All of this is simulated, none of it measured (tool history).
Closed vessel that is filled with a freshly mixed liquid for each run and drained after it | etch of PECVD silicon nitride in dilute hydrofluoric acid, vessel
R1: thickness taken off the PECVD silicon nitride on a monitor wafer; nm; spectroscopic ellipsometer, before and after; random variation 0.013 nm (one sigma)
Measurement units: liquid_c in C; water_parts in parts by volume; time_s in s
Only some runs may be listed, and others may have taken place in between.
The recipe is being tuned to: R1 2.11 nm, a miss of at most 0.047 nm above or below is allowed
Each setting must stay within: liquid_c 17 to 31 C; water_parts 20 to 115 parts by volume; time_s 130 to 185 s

{"run": 1, "hour": 0.0, "liquid_c": 23, "water_parts": 65, "time_s": 185, "R1": 4.2026}
{"run": 2, "hour": 2.3, "liquid_c": 23, "water_parts": 45, "time_s": 185, "R1": 6.042}
{"run": 3, "hour": 9.1, "liquid_c": 23, "water_parts": 35, "time_s": 185, "R1": 7.6333}
{"run": 4, "hour": 11.5, "liquid_c": 22.5, "water_parts": 40, "time_s": 185, "R1": 6.6195}
{"run": 5, "hour": 19.7, "liquid_c": 22, "water_parts": 45, "time_s": 185, "R1": 5.6397}
{"run": 6, "hour": 23.0, "liquid_c": 22, "water_parts": 60, "time_s": 185, "R1": 4.2899}
{"run": 7, "hour": 26.0, "liquid_c": 21.5, "water_parts": 60, "time_s": 185, "R1": 4.1168}
{"run": 8, "hour": 29.9, "liquid_c": 21, "water_parts": 60, "time_s": 185, "R1": 3.9268}
{"run": 9, "hour": 33.2, "liquid_c": 20.5, "water_parts": 60, "time_s": 185, "R1": 3.8187}

Consider the 4 candidate settings below. Which is the only one whose results all fall within their allowed miss of target?
{"run": "A", "hour": 36.5, "liquid_c": 24, "water_parts": 40, "time_s": 180, "R1": "?"}
{"run": "B", "hour": 36.5, "liquid_c": 20.5, "water_parts": 45, "time_s": 185, "R1": "?"}
{"run": "C", "hour": 36.5, "liquid_c": 20, "water_parts": 80, "time_s": 130, "R1": "?"}
{"run": "D", "hour": 36.5, "liquid_c": 20, "water_parts": 75, "time_s": 130, "R1": "?"}

move=A R1=7.0048
move=B R1=5.05
move=C R1=1.9569
move=D R1=2.0841
A: further off than the last run
B: further off than the last run
C: takes the biggest miss from the last run beyond its target
D: each result inside its tolerance
D meets every target.
